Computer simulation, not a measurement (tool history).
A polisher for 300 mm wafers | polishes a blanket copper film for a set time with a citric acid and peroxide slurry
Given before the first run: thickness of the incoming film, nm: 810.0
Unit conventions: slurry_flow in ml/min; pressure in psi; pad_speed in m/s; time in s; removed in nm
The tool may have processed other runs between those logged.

run	hour	slurry_flow	pressure	pad_speed	slurry_solids	time	removed
1	0.0	245	3.9	0.94	1.00	42	123.920
2	6.7	245	3.9	0.80	1.00	42	107.730
3	7.3	245	3.5	0.80	1.00	42	98.665
4	8.9	290	3.5	0.80	1.00	42	102.410
5	13.3	290	3.5	0.80	1.00	42	102.400
6	21.8	290	3.5	0.80	1.15	42	104.700
7	24.8	275	2.4	0.78	1.15	42	80.562

What will run 8 give?
8	26.7	265	2.3	0.78	1.15	42	?

{"run 8": {"removed": 79.225}}

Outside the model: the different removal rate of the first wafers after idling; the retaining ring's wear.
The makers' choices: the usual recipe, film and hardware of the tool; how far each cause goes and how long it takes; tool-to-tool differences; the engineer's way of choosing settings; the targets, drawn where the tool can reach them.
